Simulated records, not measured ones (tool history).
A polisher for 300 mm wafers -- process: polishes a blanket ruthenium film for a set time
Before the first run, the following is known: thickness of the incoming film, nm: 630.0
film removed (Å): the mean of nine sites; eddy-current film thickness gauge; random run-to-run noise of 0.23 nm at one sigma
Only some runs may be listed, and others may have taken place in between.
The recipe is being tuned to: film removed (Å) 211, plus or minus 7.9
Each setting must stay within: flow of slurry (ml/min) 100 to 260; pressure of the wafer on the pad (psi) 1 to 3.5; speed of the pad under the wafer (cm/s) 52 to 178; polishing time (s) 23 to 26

| run | hour | flow of slurry (ml/min) | pressure of the wafer on the pad (psi) | speed of the pad under the wafer (cm/s) | polishing time (s) | film removed (Å) |
|---|---|---|---|---|---|---|
| 1 | 0 | 165 | 2.2 | 114 | 26 | 340.9 |
| 2 | 6.4 | 160 | 1.9 | 114 | 26 | 290.77 |
| 3 | 9 | 195 | 1.9 | 114 | 26 | 304.46 |
| 4 | 9.9 | 185 | 1.7 | 114 | 26 | 270.16 |
| 5 | 15 | 185 | 1.7 | 114 | 26 | 269.47 |
| 6 | 20.3 | 180 | 1.6 | 114 | 26 | 252.28 |
| 7 | 22.8 | 170 | 1.5 | 114 | 26 | 236.15 |
| 8 | 23.7 | 160 | 1.5 | 114 | 26 | 235.73 |
| 9 | 26.8 | 160 | 1.5 | 114 | 26 | 236.23 |
| 10 | 34.4 | 160 | 1.5 | 114 | 26 | 231.14 |
| 11 | 35 | 150 | 1.5 | 114 | 26 | 228.59 |
| 12 | 43.8 | 145 | 1.5 | 114 | 26 | 226.4 |
| 13 | 50.9 | 140 | 1.5 | 114 | 26 | 226.81 |
| 14 | 58 | 135 | 1.3 | 114 | 26 | 195.94 |
| 15 | 62.7 | 140 | 1.3 | 114 | 26 | 200.65 |

Exactly one of the 4 candidate moves below puts every result within its allowed miss. Which one?
| A | 67.4 | 135 | 1.4 | 130 | 26 | ? |
| B | 67.4 | 120 | 1.4 | 144 | 23 | ? |
| C | 67.4 | 135 | 1.2 | 132 | 26 | ? |
| D | 67.4 | 170 | 1.5 | 116 | 25 | ? |

| move | film removed (Å) |
|---|---|
| A | 237.66 |
| B | 225.9 |
| C | 208.36 |
| D | 228.51 |
A: carries the result that was furthest off beyond its target, to the other side
B: carries the result that was furthest off beyond its target, to the other side
C: each result inside its tolerance
D: carries the result that was furthest off beyond its target, to the other side
The move that meets every target is C.
